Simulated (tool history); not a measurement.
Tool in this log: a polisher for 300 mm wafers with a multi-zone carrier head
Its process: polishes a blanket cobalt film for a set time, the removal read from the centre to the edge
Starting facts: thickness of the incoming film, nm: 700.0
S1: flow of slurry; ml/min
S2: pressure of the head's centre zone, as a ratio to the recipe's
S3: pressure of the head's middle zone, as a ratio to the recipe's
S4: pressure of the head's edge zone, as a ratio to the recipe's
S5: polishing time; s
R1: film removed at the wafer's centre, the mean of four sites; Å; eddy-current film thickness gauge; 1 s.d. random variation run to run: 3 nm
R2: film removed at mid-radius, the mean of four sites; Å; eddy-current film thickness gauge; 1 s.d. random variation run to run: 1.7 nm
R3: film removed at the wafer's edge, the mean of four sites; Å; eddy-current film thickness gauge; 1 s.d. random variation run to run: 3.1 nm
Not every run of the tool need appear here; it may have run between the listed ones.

run 1 hour=0.0 | S1=180 S2=1.00 S3=1.00 S4=1.00 S5=37 | R1=1591.4 R2=1597.7 R3=1611.8
run 2 hour=7.1 | S1=180 S2=1.00 S3=0.96 S4=1.00 S5=37 | R1=1597.9 R2=1550.3 R3=1627.8
run 3 hour=10.0 | S1=180 S2=1.00 S3=1.00 S4=1.00 S5=37 | R1=1604.9 R2=1602.3 R3=1642.9
run 4 hour=17.9 | S1=165 S2=1.00 S3=1.00 S4=1.00 S5=37 | R1=1569.3 R2=1576.8 R3=1644.3
run 5 hour=26.8 | S1=165 S2=1.01 S3=1.03 S4=1.01 S5=39 | R1=1714.8 R2=1722.8 R3=1710.6
run 6 hour=31.9 | S1=165 S2=1.01 S3=1.03 S4=1.01 S5=35 | R1=1551.0 R2=1548.6 R3=1541.7

Forecast run 7:
run 7 hour=33.9 | S1=160 S2=1.01 S3=1.04 S4=1.03 S5=38 | R1=? R2=? R3=?

R1: 1644.5 Å
R2: 1708.1 Å
R3: 1666.6 Å
